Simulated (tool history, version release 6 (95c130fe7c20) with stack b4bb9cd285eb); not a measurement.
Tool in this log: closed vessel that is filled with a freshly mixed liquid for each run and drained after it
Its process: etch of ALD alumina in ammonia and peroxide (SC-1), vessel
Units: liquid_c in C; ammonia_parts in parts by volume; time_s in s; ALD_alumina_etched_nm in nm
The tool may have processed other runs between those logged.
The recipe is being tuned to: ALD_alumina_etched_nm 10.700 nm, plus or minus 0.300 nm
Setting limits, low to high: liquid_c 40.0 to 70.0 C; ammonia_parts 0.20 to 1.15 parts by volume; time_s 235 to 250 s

run 1 hour=0.0 | liquid_c=56.0 ammonia_parts=0.65 time_s=235 | ALD_alumina_etched_nm=21.104
run 2 hour=6.0 | liquid_c=49.0 ammonia_parts=0.65 time_s=235 | ALD_alumina_etched_nm=14.569
run 3 hour=8.3 | liquid_c=49.0 ammonia_parts=0.80 time_s=235 | ALD_alumina_etched_nm=14.796
run 4 hour=11.1 | liquid_c=47.0 ammonia_parts=0.80 time_s=235 | ALD_alumina_etched_nm=13.305
run 5 hour=17.6 | liquid_c=46.0 ammonia_parts=0.80 time_s=235 | ALD_alumina_etched_nm=12.520
run 6 hour=21.4 | liquid_c=45.0 ammonia_parts=0.80 time_s=235 | ALD_alumina_etched_nm=11.940
run 7 hour=22.8 | liquid_c=44.5 ammonia_parts=0.80 time_s=235 | ALD_alumina_etched_nm=11.508
run 8 hour=27.9 | liquid_c=44.0 ammonia_parts=0.80 time_s=235 | ALD_alumina_etched_nm=11.264

Which one of the following 4 next-run settings gets every result inside its allowed miss? There is exactly one.
run A hour=33.0 | liquid_c=42.0 ammonia_parts=0.90 time_s=250 | ALD_alumina_etched_nm=?
run B hour=33.0 | liquid_c=44.0 ammonia_parts=0.80 time_s=250 | ALD_alumina_etched_nm=?
run C hour=33.0 | liquid_c=44.0 ammonia_parts=0.85 time_s=250 | ALD_alumina_etched_nm=?
run D hour=33.0 | liquid_c=45.5 ammonia_parts=0.85 time_s=240 | ALD_alumina_etched_nm=?

move=A ALD_alumina_etched_nm=10.713
move=B ALD_alumina_etched_nm=11.890
move=C ALD_alumina_etched_nm=11.959
move=D ALD_alumina_etched_nm=12.506
A: every result within its allowed miss
B: lands further from the targets than the last run did
C: lands further from the targets than the last run did
D: lands further from the targets than the last run did
A is the move that brings every result within its allowed miss.
